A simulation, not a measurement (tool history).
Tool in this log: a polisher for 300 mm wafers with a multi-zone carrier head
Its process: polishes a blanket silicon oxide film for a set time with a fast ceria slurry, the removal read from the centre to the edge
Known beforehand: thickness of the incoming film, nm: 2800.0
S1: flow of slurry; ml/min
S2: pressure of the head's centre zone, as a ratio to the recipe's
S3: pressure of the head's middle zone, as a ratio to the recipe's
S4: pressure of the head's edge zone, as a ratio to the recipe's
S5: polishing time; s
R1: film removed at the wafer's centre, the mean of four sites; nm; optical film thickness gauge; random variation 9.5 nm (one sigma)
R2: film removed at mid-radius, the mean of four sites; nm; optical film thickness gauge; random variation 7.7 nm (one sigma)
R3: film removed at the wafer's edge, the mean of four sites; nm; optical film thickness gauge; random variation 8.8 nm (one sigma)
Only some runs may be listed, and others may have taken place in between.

{"run": 1, "hour": 0.0, "S1": 215, "S2": 1, "S3": 1, "S4": 1, "S5": 47, "R1": 785.14, "R2": 803.69, "R3": 810.79}
{"run": 2, "hour": 5.1, "S1": 215, "S2": 1, "S3": 1, "S4": 0.94, "S5": 47, "R1": 781.66, "R2": 779.73, "R3": 787.07}
{"run": 3, "hour": 6.1, "S1": 230, "S2": 1.03, "S3": 0.99, "S4": 0.96, "S5": 48, "R1": 831.03, "R2": 813.91, "R3": 810.56}
{"run": 4, "hour": 14.1, "S1": 235, "S2": 1.06, "S3": 0.97, "S4": 0.98, "S5": 49, "R1": 868.59, "R2": 825.04, "R3": 832.77}
{"run": 5, "hour": 21.0, "S1": 235, "S2": 1.12, "S3": 0.97, "S4": 0.98, "S5": 49, "R1": 919.61, "R2": 821.8, "R3": 855}
{"run": 6, "hour": 23.6, "S1": 245, "S2": 1.13, "S3": 0.96, "S4": 0.98, "S5": 50, "R1": 962.64, "R2": 837.17, "R3": 871.19}
{"run": 7, "hour": 32.3, "S1": 255, "S2": 1.14, "S3": 0.96, "S4": 0.99, "S5": 51, "R1": 1007, "R2": 849.12, "R3": 895.7}
{"run": 8, "hour": 39.1, "S1": 260, "S2": 1.15, "S3": 0.97, "S4": 1, "S5": 51, "R1": 1003.5, "R2": 864.71, "R3": 899.52}

What will run 9 give?
{"run": 9, "hour": 46.1, "S1": 265, "S2": 1.16, "S3": 0.97, "S4": 1, "S5": 52, "R1": "?", "R2": "?", "R3": "?"}

R1: 1043.4 nm
R2: 889.09 nm
R3: 918.12 nm

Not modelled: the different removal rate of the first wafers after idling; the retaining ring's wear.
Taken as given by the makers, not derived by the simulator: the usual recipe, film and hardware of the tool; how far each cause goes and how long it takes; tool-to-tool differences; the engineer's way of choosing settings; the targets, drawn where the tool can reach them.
